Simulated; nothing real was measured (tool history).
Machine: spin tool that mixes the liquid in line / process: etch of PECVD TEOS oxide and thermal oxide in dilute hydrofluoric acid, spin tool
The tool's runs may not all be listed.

run	day	temperature setpoint of the liquid (°C)	parts of water to one part of 49 % hydrofluoric acid (parts by volume)	time under the liquid (s)	thickness taken off the PECVD TEOS oxide on a monitor wafer (angstrom)	thickness taken off the thermal oxide on a monitor wafer (angstrom)
1	0.000	21.0	210	180	61.878	30.657
2	0.096	20.0	230	180	52.470	26.441
3	0.417	17.0	230	180	46.846	23.650
4	0.700	19.0	230	180	50.961	25.935
5	0.825	19.0	230	240	68.215	34.075
6	0.892	19.0	230	280	78.413	39.413
7	1.025	18.5	260	275	65.595	33.627
8	1.379	18.5	285	265	57.167	28.132
9	1.571	18.0	300	255	49.757	25.424
10	1.867	18.0	315	245	44.954	23.380
11	2.171	18.0	330	235	40.965	20.552
12	2.438	18.0	330	235	40.497	20.383

Estimate the outcome of run 13 from the log above:
13	2.579	18.0	340	230	?	?

{"run 13": {"thickness taken off the PECVD TEOS oxide on a monitor wafer (angstrom)": 38.446, "thickness taken off the thermal oxide on a monitor wafer (angstrom)": 19.367}}
